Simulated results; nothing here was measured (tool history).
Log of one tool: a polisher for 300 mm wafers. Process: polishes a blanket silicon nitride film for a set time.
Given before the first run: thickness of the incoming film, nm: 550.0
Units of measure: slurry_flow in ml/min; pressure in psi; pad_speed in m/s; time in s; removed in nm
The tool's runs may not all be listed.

run	hour	slurry_flow	pressure	pad_speed	time	removed
1	0.0	310	3.9	1.42	66	151.11
2	2.6	310	4.3	1.44	66	167.16
3	11.4	310	4.6	1.44	66	176.80
4	19.3	310	4.6	1.70	66	194.25
5	21.6	310	3.9	1.70	66	178.83
6	28.7	310	4.2	1.72	66	185.68

For run 7, what comes out?
7	31.5	310	4.4	1.74	66	?

For run 7 the tool returned removed 196.78 nm.
